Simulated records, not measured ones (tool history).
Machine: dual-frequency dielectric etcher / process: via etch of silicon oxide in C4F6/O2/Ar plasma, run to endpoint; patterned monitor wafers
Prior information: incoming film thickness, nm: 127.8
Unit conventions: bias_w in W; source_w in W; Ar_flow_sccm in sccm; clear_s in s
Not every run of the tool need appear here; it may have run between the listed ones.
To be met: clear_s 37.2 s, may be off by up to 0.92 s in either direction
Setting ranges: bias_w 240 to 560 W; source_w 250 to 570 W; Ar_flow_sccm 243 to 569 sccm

Run 1, hour 0: bias_w 400 W, source_w 410 W, Ar_flow_sccm 406 sccm. Result: clear_s 31.827 s.
Run 2, hour 8.9: bias_w 387 W, source_w 400 W, Ar_flow_sccm 407 sccm. Result: clear_s 32.835 s.
Run 3, hour 14.8: bias_w 377 W, source_w 400 W, Ar_flow_sccm 408 sccm. Result: clear_s 33.227 s.
Run 4, hour 23: bias_w 324 W, source_w 400 W, Ar_flow_sccm 408 sccm. Result: clear_s 35.231 s.
Run 5, hour 24.9: bias_w 324 W, source_w 400 W, Ar_flow_sccm 440 sccm. Result: clear_s 35.312 s.
Run 6, hour 31.6: bias_w 324 W, source_w 400 W, Ar_flow_sccm 398 sccm. Result: clear_s 34.835 s.
Run 7, hour 36.8: bias_w 261 W, source_w 380 W, Ar_flow_sccm 403 sccm. Result: clear_s 39.109 s.
Run 8, hour 44.9: bias_w 265 W, source_w 380 W, Ar_flow_sccm 403 sccm. Result: clear_s 38.134 s.
Run 9, hour 46.5: bias_w 267 W, source_w 380 W, Ar_flow_sccm 403 sccm. Result: clear_s 38.292 s.
Run 10, hour 51.6: bias_w 269 W, source_w 380 W, Ar_flow_sccm 403 sccm. Result: clear_s 38.321 s.

4 next moves are on the table. One of them brings every result within its allowed miss. Which?
Run A, hour 56.7: bias_w 341 W, source_w 380 W, Ar_flow_sccm 390 sccm. Result: clear_s ?.
Run B, hour 56.7: bias_w 277 W, source_w 390 W, Ar_flow_sccm 410 sccm. Result: clear_s ?.
Run C, hour 56.7: bias_w 339 W, source_w 370 W, Ar_flow_sccm 331 sccm. Result: clear_s ?.
Run D, hour 56.7: bias_w 303 W, source_w 420 W, Ar_flow_sccm 368 sccm. Result: clear_s ?.

move  clear_s
   A    34.86
   B   37.256
   C   34.921
   D   34.477
A: carries the result that was furthest off beyond its target, to the other side
B: each result inside its tolerance
C: carries the result that was furthest off beyond its target, to the other side
D: carries the result that was furthest off beyond its target, to the other side
Correct choice: B, which meets every target
